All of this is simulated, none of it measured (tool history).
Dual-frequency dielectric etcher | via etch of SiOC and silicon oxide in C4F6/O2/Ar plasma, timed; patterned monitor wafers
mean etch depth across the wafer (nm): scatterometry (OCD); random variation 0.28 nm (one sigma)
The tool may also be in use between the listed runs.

run,hour,source power (kW),bias power (kW),etch time (s),mean etch depth across the wafer (nm)
1,0.0,0.370,0.228,92.5,113.81
2,8.3,0.350,0.227,92.5,111.45
3,10.6,0.350,0.227,96.5,117.52
4,19.5,0.300,0.227,96.5,111.62
5,25.0,0.340,0.227,96.5,115.79
6,29.8,0.320,0.225,96.5,113.45

Run 7 comes next. What will it give?
7,38.3,0.300,0.224,96.5,?

Run 7 gave mean etch depth across the wafer (nm) 110.77.

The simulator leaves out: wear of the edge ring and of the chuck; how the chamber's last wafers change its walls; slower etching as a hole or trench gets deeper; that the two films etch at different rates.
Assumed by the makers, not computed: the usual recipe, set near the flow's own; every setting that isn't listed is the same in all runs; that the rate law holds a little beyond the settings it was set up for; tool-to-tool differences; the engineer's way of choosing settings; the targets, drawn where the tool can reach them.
